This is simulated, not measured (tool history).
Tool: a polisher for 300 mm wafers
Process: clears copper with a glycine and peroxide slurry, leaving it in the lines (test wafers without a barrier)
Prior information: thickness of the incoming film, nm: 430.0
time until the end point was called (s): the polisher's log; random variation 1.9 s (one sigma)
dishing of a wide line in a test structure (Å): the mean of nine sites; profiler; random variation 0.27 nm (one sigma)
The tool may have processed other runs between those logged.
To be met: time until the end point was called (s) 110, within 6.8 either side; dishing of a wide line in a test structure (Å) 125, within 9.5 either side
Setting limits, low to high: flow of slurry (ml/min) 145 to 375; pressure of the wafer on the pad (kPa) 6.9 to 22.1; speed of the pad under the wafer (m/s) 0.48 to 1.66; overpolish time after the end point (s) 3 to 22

run	hour	flow of slurry (ml/min)	pressure of the wafer on the pad (kPa)	speed of the pad under the wafer (m/s)	overpolish time after the end point (s)	time until the end point was called (s)	dishing of a wide line in a test structure (Å)
1	0	240	14.5	1.06	11	100.38	284.48
2	1.1	220	13.1	1.12	9	103.63	241.26
3	6.6	220	15.9	1.12	9	87.885	279.43
4	12.5	225	13.8	1.18	8	96.985	241.29
5	16.7	225	13.8	1.18	10	99.022	289.96
6	21.8	225	13.8	1.1	9	100.27	254.37
7	28.4	255	13.8	0.96	8	108.85	228.49
8	30.6	255	13.8	0.96	8	108.62	230.69
9	34.9	230	13.1	0.98	7	112.48	191.04

Pick the move, out of 4, that brings all results within their allowed miss; only one does.
A	39.2	215	13.8	1	4	?	?
B	39.2	305	12.4	0.86	6	?	?
C	39.2	200	13.8	1.02	5	?	?
D	39.2	170	11.7	0.94	6	?	?

move	time until the end point was called (s)	dishing of a wide line in a test structure (Å)
A	107.74	124.52
B	126	154.79
C	107.02	151.27
D	131.38	149.09
A: hits every target within its allowed miss
B: an improvement on the last run, though not all results are within tolerance
C: an improvement on the last run, though not all results are within tolerance
D: an improvement on the last run, though not all results are within tolerance
The move that meets every target is A.

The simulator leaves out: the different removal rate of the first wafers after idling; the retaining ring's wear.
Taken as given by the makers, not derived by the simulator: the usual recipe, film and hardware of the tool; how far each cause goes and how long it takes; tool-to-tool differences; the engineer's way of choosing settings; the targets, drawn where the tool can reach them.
